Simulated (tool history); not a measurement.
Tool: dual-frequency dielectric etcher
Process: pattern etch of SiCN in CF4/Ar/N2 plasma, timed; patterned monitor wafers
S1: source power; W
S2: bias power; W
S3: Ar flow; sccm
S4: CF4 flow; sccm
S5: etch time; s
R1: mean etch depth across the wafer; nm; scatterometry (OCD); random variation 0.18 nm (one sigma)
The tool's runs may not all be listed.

run 1 day=0 | S1=500 S2=96 S3=107 S4=61 S5=59 | R1=61.989
run 2 day=0.275 | S1=500 S2=96 S3=96 S4=61 S5=59 | R1=62.374
run 3 day=0.304 | S1=500 S2=83 S3=96 S4=61 S5=59 | R1=59.81
run 4 day=0.421 | S1=450 S2=83 S3=96 S4=61 S5=59 | R1=54.041
run 5 day=0.617 | S1=450 S2=83 S3=115 S4=61 S5=59 | R1=52.222
run 6 day=0.788 | S1=430 S2=83 S3=115 S4=61 S5=59 | R1=49.831
run 7 day=0.9 | S1=410 S2=83 S3=115 S4=61 S5=59 | R1=48.197

The next listed run, before its measurement:
run 8 day=1.171 | S1=400 S2=83 S3=115 S4=61 S5=59 | R1=?

Run 8 gave R1 46.471 nm.
